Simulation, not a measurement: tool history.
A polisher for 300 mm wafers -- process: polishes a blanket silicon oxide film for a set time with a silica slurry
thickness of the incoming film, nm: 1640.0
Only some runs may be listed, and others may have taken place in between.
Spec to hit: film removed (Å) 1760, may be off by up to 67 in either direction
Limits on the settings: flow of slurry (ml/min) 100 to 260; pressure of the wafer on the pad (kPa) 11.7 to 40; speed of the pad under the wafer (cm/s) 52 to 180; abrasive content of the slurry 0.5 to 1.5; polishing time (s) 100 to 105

| run | day | flow of slurry (ml/min) | pressure of the wafer on the pad (kPa) | speed of the pad under the wafer (cm/s) | abrasive content of the slurry | polishing time (s) | film removed (Å) |
|---|---|---|---|---|---|---|---|
| 1 | 0 | 165 | 25.5 | 116 | 1 | 100 | 2726.1 |
| 2 | 0.112 | 160 | 22.1 | 114 | 1 | 100 | 2306.3 |
| 3 | 0.404 | 160 | 22.1 | 114 | 1.15 | 100 | 2404 |
| 4 | 0.733 | 120 | 22.1 | 114 | 1.15 | 100 | 2302.6 |
| 5 | 0.867 | 100 | 22.1 | 114 | 1.15 | 100 | 2210.4 |
| 6 | 1.204 | 100 | 20 | 114 | 1.15 | 100 | 2011.6 |
| 7 | 1.542 | 100 | 19.3 | 114 | 1.15 | 100 | 1998.5 |
| 8 | 1.658 | 100 | 15.2 | 112 | 1.15 | 100 | 1554.3 |
| 9 | 1.771 | 110 | 15.9 | 112 | 1.15 | 100 | 1633.6 |
| 10 | 2.008 | 135 | 17.2 | 112 | 1.15 | 100 | 1831.2 |

Pick the move, out of 4, that brings all results within their allowed miss; only one does.
| A | 2.246 | 155 | 18.6 | 96 | 1 | 102 | ? |
| B | 2.246 | 155 | 15.9 | 98 | 1.3 | 100 | ? |
| C | 2.246 | 125 | 21.4 | 98 | 1 | 100 | ? |
| D | 2.246 | 125 | 15.2 | 108 | 1.15 | 100 | ? |

| move | film removed (Å) |
|---|---|
| A | 1760.4 |
| B | 1635.8 |
| C | 1937.6 |
| D | 1557.2 |
A: all results in spec
B: takes the result that was furthest off past its target
C: misses by more than the last run did
D: takes the result that was furthest off past its target
Correct choice: A, which meets every target
